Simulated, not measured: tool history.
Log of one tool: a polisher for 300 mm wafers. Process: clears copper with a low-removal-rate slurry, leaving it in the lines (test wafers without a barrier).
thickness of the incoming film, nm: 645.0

| run | hour | flow of slurry (ml/min) | pressure of the wafer on the pad (kPa) | speed of the pad under the wafer (cm/s) | abrasive content of the slurry | overpolish time after the end point (s) | time until the end point was called (s) | dishing of a wide line in a test structure (nm) |
|---|---|---|---|---|---|---|---|---|
| 1 | 0 | 195 | 20 | 136 | 1 | 15 | 193.08 | 25.688 |
| 2 | 1.5 | 200 | 20.7 | 136 | 1 | 17 | 187.63 | 29.483 |
| 3 | 3.3 | 205 | 21.4 | 136 | 1 | 18 | 183.71 | 31.285 |
| 4 | 10.2 | 205 | 21.4 | 136 | 1 | 20 | 183.02 | 32.574 |
| 5 | 18 | 205 | 22.1 | 136 | 1 | 20 | 180.04 | 32.809 |
| 6 | 24 | 205 | 22.1 | 136 | 1 | 17 | 177.31 | 29.967 |

The next listed run, before its measurement:
| 7 | 25.7 | 205 | 22.8 | 136 | 1 | 18 | ? | ? |

Run 7 gave time until the end point was called (s) 175.62, dishing of a wide line in a test structure (nm) 32.523.

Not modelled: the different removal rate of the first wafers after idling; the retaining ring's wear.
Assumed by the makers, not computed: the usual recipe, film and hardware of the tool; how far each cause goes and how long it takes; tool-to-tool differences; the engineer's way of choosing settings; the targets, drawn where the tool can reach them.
